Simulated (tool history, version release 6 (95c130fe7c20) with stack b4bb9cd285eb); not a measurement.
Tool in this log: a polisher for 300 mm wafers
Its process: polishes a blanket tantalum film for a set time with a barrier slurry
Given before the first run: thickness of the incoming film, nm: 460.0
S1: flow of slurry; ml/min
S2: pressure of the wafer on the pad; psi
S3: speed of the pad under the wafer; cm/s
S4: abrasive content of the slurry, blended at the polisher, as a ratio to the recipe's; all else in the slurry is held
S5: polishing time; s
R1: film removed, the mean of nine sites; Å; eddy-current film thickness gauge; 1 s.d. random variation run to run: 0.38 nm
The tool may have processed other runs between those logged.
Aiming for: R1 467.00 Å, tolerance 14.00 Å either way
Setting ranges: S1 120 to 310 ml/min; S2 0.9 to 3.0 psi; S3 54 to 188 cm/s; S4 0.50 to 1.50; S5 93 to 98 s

{"run": 1, "day": 0.0, "S1": 200, "S2": 1.9, "S3": 120, "S4": 1.0, "S5": 93, "R1": 1407.4}
{"run": 2, "day": 0.133, "S1": 200, "S2": 2.2, "S3": 120, "S4": 1.0, "S5": 93, "R1": 1652.3}
{"run": 3, "day": 0.462, "S1": 200, "S2": 2.5, "S3": 120, "S4": 1.0, "S5": 93, "R1": 1885.2}
{"run": 4, "day": 0.55, "S1": 195, "S2": 2.2, "S3": 106, "S4": 0.95, "S5": 93, "R1": 1425.9}
{"run": 5, "day": 0.783, "S1": 190, "S2": 1.9, "S3": 96, "S4": 0.95, "S5": 93, "R1": 1101.7}
{"run": 6, "day": 1.108, "S1": 190, "S2": 1.9, "S3": 82, "S4": 0.95, "S5": 93, "R1": 963.99}
{"run": 7, "day": 1.329, "S1": 190, "S2": 1.9, "S3": 82, "S4": 0.95, "S5": 93, "R1": 961.84}
{"run": 8, "day": 1.654, "S1": 185, "S2": 1.7, "S3": 78, "S4": 0.95, "S5": 93, "R1": 812.89}

Below are 4 possible settings for the next run. Only one of them brings all results inside the allowed miss of their targets. Which is it?
{"run": "A", "day": 1.979, "S1": 150, "S2": 1.3, "S3": 58, "S4": 0.8, "S5": 93, "R1": "?"}
{"run": "B", "day": 1.979, "S1": 175, "S2": 1.3, "S3": 60, "S4": 0.8, "S5": 93, "R1": "?"}
{"run": "C", "day": 1.979, "S1": 225, "S2": 0.9, "S3": 74, "S4": 0.9, "S5": 93, "R1": "?"}
{"run": "D", "day": 1.979, "S1": 190, "S2": 1.3, "S3": 56, "S4": 0.7, "S5": 94, "R1": "?"}

move=A R1=439.35
move=B R1=466.66
move=C R1=429.59
move=D R1=432.02
A: takes the result that was furthest off past its target
B: every result within its allowed miss
C: takes the result that was furthest off past its target
D: takes the result that was furthest off past its target
Answer: B

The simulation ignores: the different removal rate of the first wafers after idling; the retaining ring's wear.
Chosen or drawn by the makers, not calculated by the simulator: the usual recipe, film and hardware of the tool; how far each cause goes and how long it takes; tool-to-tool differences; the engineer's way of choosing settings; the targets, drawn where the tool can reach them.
